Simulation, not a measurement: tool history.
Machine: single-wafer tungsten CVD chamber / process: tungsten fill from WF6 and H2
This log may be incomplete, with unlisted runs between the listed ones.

run	hour	heater temperature setpoint (deg C)	chamber pressure (Pa)	deposition time (s)	mean film thickness on the monitor wafer (nm)
1	0	380	5706	25.2	53.889
2	5.3	380	5306	25.2	52.318
3	10.7	380	4533	25.2	48.626
4	11.8	385	4546	25.2	54.538
5	13.7	385	4546	26	56.55
6	15.1	380	4546	26	50.841
7	18	384	4560	26	54.962
8	18.5	387	4573	26	58.806
9	23.9	389	4586	26	61.573
10	27.5	391	4586	26	63.764
11	33.9	393	4586	26	66.452
12	34.8	394	4586	26	68.148
13	37.5	395	4586	26	69.14

For run 14, what comes out?
14	44.9	396	4586	26	?

mean film thickness on the monitor wafer (nm): 70.612

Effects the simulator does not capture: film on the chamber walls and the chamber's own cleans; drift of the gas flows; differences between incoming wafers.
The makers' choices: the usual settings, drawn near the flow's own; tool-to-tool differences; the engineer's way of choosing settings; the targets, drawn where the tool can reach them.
